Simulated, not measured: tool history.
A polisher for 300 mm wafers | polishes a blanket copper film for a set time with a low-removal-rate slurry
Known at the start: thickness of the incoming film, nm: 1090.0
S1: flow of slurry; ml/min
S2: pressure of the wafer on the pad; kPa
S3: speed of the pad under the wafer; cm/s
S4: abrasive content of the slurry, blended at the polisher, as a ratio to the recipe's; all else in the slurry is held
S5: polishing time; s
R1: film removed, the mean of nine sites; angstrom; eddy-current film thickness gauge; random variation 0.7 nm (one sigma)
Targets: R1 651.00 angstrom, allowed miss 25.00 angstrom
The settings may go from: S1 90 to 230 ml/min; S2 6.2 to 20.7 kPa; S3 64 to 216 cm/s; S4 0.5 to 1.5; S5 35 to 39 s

run	hour	S1	S2	S3	S4	S5	R1
1	0.0	150	13.1	140	1.0	39	1119.80
2	4.1	170	13.1	140	1.0	39	1167.70
3	8.7	170	13.1	140	1.1	39	1170.20
4	12.9	170	13.1	140	1.3	39	1232.00
5	16.2	165	11.0	136	1.3	39	996.74
6	18.2	160	9.7	136	1.3	39	882.56
7	20.5	155	9.0	136	1.3	39	808.76
8	23.8	145	8.3	136	1.3	39	743.00
9	30.4	135	8.3	136	1.3	39	733.71
10	38.2	125	6.9	136	1.3	39	600.56
11	43.5	130	6.9	136	1.3	39	617.29
12	50.2	135	6.9	136	1.3	39	611.62
13	53.7	140	6.9	136	1.3	39	616.85

Which of these 4 next moves meets every target?
A	57.2	130	7.6	122	1.5	35	?
B	57.2	140	7.6	106	1.4	39	?
C	57.2	145	8.3	112	1.2	37	?
D	57.2	140	6.9	146	1.2	39	?

move	R1
A	572.57
B	581.23
C	605.32
D	640.62
A: further off than the last run
B: further off than the last run
C: further off than the last run
D: meets every target
The right move is D.
